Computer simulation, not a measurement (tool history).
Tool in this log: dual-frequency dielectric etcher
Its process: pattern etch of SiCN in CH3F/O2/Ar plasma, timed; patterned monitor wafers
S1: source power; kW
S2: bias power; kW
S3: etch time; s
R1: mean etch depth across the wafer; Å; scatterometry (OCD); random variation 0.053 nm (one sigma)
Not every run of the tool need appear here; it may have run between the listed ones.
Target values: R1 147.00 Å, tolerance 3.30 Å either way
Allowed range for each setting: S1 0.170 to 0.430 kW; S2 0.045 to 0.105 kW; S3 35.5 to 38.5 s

Run 1, hour 0.0: S1 0.300 kW, S2 0.075 kW, S3 38.5 s. Result: R1 132.69 Å.
Run 2, hour 7.8: S1 0.310 kW, S2 0.076 kW, S3 38.5 s. Result: R1 135.65 Å.
Run 3, hour 14.6: S1 0.320 kW, S2 0.076 kW, S3 38.5 s. Result: R1 136.24 Å.
Run 4, hour 23.1: S1 0.280 kW, S2 0.076 kW, S3 38.5 s. Result: R1 129.12 Å.
Run 5, hour 29.0: S1 0.280 kW, S2 0.076 kW, S3 35.5 s. Result: R1 118.91 Å.
Run 6, hour 36.1: S1 0.290 kW, S2 0.077 kW, S3 35.5 s. Result: R1 121.62 Å.
Run 7, hour 42.0: S1 0.300 kW, S2 0.078 kW, S3 35.5 s. Result: R1 123.11 Å.
Run 8, hour 43.0: S1 0.310 kW, S2 0.079 kW, S3 35.5 s. Result: R1 126.65 Å.
Run 9, hour 44.8: S1 0.320 kW, S2 0.080 kW, S3 35.5 s. Result: R1 128.12 Å.
Run 10, hour 47.2: S1 0.330 kW, S2 0.081 kW, S3 35.5 s. Result: R1 132.33 Å.
Run 11, hour 55.1: S1 0.340 kW, S2 0.081 kW, S3 35.5 s. Result: R1 133.37 Å.

Pick the move, out of 4, that brings all results within their allowed miss; only one does.
Run A, hour 63.0: S1 0.340 kW, S2 0.077 kW, S3 38.5 s. Result: R1 ?.
Run B, hour 63.0: S1 0.340 kW, S2 0.084 kW, S3 38.5 s. Result: R1 ?.
Run C, hour 63.0: S1 0.370 kW, S2 0.092 kW, S3 38.0 s. Result: R1 ?.
Run D, hour 63.0: S1 0.340 kW, S2 0.082 kW, S3 36.5 s. Result: R1 ?.

move      R1
   A  141.75
   B  146.58
   C  155.55
   D  137.67
A: closes in on the targets versus the last run, not all within tolerance yet
B: all results in spec
C: takes the biggest miss from the last run beyond its target
D: closes in on the targets versus the last run, not all within tolerance yet
Move B is the one to make.
